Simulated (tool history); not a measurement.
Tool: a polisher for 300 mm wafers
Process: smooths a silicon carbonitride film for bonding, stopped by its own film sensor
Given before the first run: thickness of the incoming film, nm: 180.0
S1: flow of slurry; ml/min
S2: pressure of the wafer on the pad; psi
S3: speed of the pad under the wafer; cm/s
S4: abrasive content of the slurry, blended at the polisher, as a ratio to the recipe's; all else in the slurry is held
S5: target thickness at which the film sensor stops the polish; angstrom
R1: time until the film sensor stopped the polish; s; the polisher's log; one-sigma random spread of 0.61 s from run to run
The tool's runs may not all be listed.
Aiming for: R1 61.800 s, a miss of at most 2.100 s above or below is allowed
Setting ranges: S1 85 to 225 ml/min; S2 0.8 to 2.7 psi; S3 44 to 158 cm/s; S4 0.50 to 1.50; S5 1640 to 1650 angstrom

run  hour   S1   S2   S3    S4    S5      R1
  1   0.0  145  1.7  100  1.00  1640  87.866
  2   0.7  145  1.7  100  1.00  1640  89.190
  3   6.1  150  1.8  100  1.00  1640  85.420
  4  10.9  170  1.8  100  1.00  1640  82.638
  5  15.0  170  1.9  100  1.00  1640  81.524
  6  21.3  155  1.9  100  1.00  1640  83.171
  7  29.1  160  2.1  102  1.00  1640  74.936
  8  37.7  160  2.2  102  1.00  1640  71.784
  9  45.1  160  2.3  102  1.00  1640  69.608
 10  46.8  160  2.4  102  1.00  1640  67.554
 11  48.8  165  2.4  102  1.00  1640  67.114
 12  57.4  170  2.5  102  1.00  1640  64.332
 13  60.5  170  2.5  102  1.00  1640  65.733

Exercise: of the 5 proposed moves below, exactly one satisfies all targets within the stated allowed misses. Which move is it?
  A  63.6  135  2.6  106  0.85  1650   ?
  B  63.6  175  2.5   98  1.00  1650   ?
  C  63.6  200  2.4  100  1.00  1640   ?
  D  63.6  170  2.4   96  1.10  1640   ?
  E  63.6  170  2.5   94  0.95  1640   ?

move      R1
   A  68.231
   B  61.619
   C  65.389
   D  64.297
   E  71.291
A: the biggest miss grows against the last run
B: every result lands within tolerance
C: nearer than the last run, and not there yet
D: nearer than the last run, and not there yet
E: the biggest miss grows against the last run
The right move is B.
